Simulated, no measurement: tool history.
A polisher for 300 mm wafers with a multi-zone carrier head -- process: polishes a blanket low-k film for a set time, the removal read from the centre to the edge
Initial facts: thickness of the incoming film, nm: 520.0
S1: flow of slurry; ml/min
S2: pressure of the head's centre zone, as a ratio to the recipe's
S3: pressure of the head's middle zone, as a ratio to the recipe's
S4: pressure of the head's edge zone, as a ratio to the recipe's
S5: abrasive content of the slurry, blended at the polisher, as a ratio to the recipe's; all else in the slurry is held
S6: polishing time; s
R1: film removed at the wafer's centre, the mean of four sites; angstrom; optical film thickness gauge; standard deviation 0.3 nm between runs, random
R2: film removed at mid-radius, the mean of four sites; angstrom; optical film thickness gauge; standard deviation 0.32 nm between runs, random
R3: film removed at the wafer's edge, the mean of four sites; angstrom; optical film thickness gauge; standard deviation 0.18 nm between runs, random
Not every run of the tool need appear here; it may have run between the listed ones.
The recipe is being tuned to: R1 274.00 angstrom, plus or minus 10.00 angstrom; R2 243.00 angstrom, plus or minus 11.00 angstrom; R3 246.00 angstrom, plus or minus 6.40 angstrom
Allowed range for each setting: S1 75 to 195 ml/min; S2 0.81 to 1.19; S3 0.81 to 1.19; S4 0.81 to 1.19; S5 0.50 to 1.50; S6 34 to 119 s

{"run": 1, "hour": 0.0, "S1": 125, "S2": 1.0, "S3": 1.0, "S4": 1.0, "S5": 1.0, "S6": 76, "R1": 218.22, "R2": 226.13, "R3": 219.54}
{"run": 2, "hour": 3.5, "S1": 100, "S2": 1.0, "S3": 1.0, "S4": 1.0, "S5": 1.0, "S6": 76, "R1": 203.3, "R2": 207.68, "R3": 212.75}
{"run": 3, "hour": 10.3, "S1": 100, "S2": 1.0, "S3": 1.0, "S4": 1.0, "S5": 1.1, "S6": 76, "R1": 215.28, "R2": 220.52, "R3": 223.82}
{"run": 4, "hour": 14.1, "S1": 80, "S2": 1.0, "S3": 1.0, "S4": 1.0, "S5": 1.1, "S6": 76, "R1": 196.03, "R2": 200.82, "R3": 210.23}
{"run": 5, "hour": 18.9, "S1": 90, "S2": 1.01, "S3": 0.99, "S4": 1.0, "S5": 1.1, "S6": 76, "R1": 206.46, "R2": 206.66, "R3": 215.68}
{"run": 6, "hour": 26.0, "S1": 100, "S2": 1.02, "S3": 0.98, "S4": 1.0, "S5": 1.1, "S6": 76, "R1": 214.92, "R2": 213.34, "R3": 224.7}
{"run": 7, "hour": 33.6, "S1": 105, "S2": 1.03, "S3": 0.98, "S4": 0.99, "S5": 1.1, "S6": 76, "R1": 226.26, "R2": 212.56, "R3": 223.68}
{"run": 8, "hour": 40.7, "S1": 110, "S2": 1.03, "S3": 0.98, "S4": 0.99, "S5": 1.1, "S6": 76, "R1": 230.07, "R2": 220.74, "R3": 221.21}
{"run": 9, "hour": 47.5, "S1": 115, "S2": 1.03, "S3": 0.97, "S4": 1.0, "S5": 1.1, "S6": 76, "R1": 228.67, "R2": 217.42, "R3": 225.62}
{"run": 10, "hour": 52.4, "S1": 120, "S2": 1.03, "S3": 0.97, "S4": 1.0, "S5": 1.1, "S6": 76, "R1": 229.46, "R2": 224.76, "R3": 226.35}
{"run": 11, "hour": 55.6, "S1": 125, "S2": 1.04, "S3": 0.96, "S4": 1.0, "S5": 1.1, "S6": 76, "R1": 234.89, "R2": 218.29, "R3": 228.81}
{"run": 12, "hour": 60.5, "S1": 130, "S2": 1.04, "S3": 0.96, "S4": 1.0, "S5": 1.1, "S6": 76, "R1": 240.9, "R2": 223.08, "R3": 228.43}
{"run": 13, "hour": 64.7, "S1": 165, "S2": 1.06, "S3": 0.95, "S4": 1.06, "S5": 1.15, "S6": 76, "R1": 264.87, "R2": 239.26, "R3": 246.96}

5 next moves are on the table. One of them brings every result within its allowed miss. Which?
{"run": "A", "hour": 68.9, "S1": 180, "S2": 1.01, "S3": 1.07, "S4": 1.04, "S5": 1.2, "S6": 73, "R1": "?", "R2": "?", "R3": "?"}
{"run": "B", "hour": 68.9, "S1": 175, "S2": 1.03, "S3": 0.95, "S4": 1.11, "S5": 1.1, "S6": 76, "R1": "?", "R2": "?", "R3": "?"}
{"run": "C", "hour": 68.9, "S1": 165, "S2": 1.06, "S3": 0.96, "S4": 1.0, "S5": 1.25, "S6": 71, "R1": "?", "R2": "?", "R3": "?"}
{"run": "D", "hour": 68.9, "S1": 175, "S2": 1.09, "S3": 0.96, "S4": 0.99, "S5": 1.0, "S6": 81, "R1": "?", "R2": "?", "R3": "?"}
{"run": "E", "hour": 68.9, "S1": 155, "S2": 1.0, "S3": 1.01, "S4": 1.0, "S5": 1.25, "S6": 75, "R1": "?", "R2": "?", "R3": "?"}

move=A R1=249.69 R2=266.54 R3=244.93
move=B R1=253.55 R2=240.27 R3=251.74
move=C R1=255.01 R2=237.11 R3=236.34
move=D R1=273.50 R2=246.91 R3=244.48
move=E R1=250.88 R2=258.56 R3=247.46
A: lands further from the targets than the last run did
B: lands further from the targets than the last run did
C: lands further from the targets than the last run did
D: all results land within tolerance of their targets
E: lands further from the targets than the last run did
The move that meets every target is D.

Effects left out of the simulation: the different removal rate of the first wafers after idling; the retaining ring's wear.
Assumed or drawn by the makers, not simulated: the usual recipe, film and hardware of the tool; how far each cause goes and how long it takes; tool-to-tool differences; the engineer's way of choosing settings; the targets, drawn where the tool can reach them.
